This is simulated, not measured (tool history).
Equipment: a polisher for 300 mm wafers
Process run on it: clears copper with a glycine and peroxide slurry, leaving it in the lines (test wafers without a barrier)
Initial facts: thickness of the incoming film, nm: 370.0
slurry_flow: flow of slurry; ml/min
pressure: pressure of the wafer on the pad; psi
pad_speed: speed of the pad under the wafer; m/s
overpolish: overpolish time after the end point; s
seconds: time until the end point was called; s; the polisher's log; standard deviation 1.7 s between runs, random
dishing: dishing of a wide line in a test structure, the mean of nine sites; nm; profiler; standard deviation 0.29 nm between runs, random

Run 1, day 0.000: slurry_flow 140 ml/min, pressure 2.0 psi, pad_speed 0.84 m/s, overpolish 11 s. Result: seconds 132.71 s, dishing 23.506 nm.
Run 2, day 0.333: slurry_flow 140 ml/min, pressure 2.0 psi, pad_speed 0.72 m/s, overpolish 11 s. Result: seconds 148.61 s, dishing 21.892 nm.
Run 3, day 0.658: slurry_flow 140 ml/min, pressure 1.8 psi, pad_speed 0.72 m/s, overpolish 11 s. Result: seconds 160.17 s, dishing 20.323 nm.
Run 4, day 0.896: slurry_flow 140 ml/min, pressure 1.5 psi, pad_speed 0.72 m/s, overpolish 11 s. Result: seconds 176.14 s, dishing 18.134 nm.
Run 5, day 1.221: slurry_flow 130 ml/min, pressure 1.5 psi, pad_speed 0.72 m/s, overpolish 12 s. Result: seconds 181.94 s, dishing 19.086 nm.
Run 6, day 1.250: slurry_flow 160 ml/min, pressure 1.5 psi, pad_speed 0.72 m/s, overpolish 12 s. Result: seconds 175.06 s, dishing 19.718 nm.
Run 7, day 1.625: slurry_flow 155 ml/min, pressure 1.5 psi, pad_speed 0.72 m/s, overpolish 12 s. Result: seconds 175.05 s, dishing 20.024 nm.
Run 8, day 1.938: slurry_flow 145 ml/min, pressure 1.5 psi, pad_speed 0.72 m/s, overpolish 12 s. Result: seconds 176.76 s, dishing 19.716 nm.

Run 9, settings as shown, results not yet in. Your forecast:
Run 9, day 2.150: slurry_flow 115 ml/min, pressure 1.3 psi, pad_speed 0.72 m/s, overpolish 13 s. Result: seconds ?, dishing ?.

Run 9 yielded seconds 203.59 s, dishing 18.648 nm.

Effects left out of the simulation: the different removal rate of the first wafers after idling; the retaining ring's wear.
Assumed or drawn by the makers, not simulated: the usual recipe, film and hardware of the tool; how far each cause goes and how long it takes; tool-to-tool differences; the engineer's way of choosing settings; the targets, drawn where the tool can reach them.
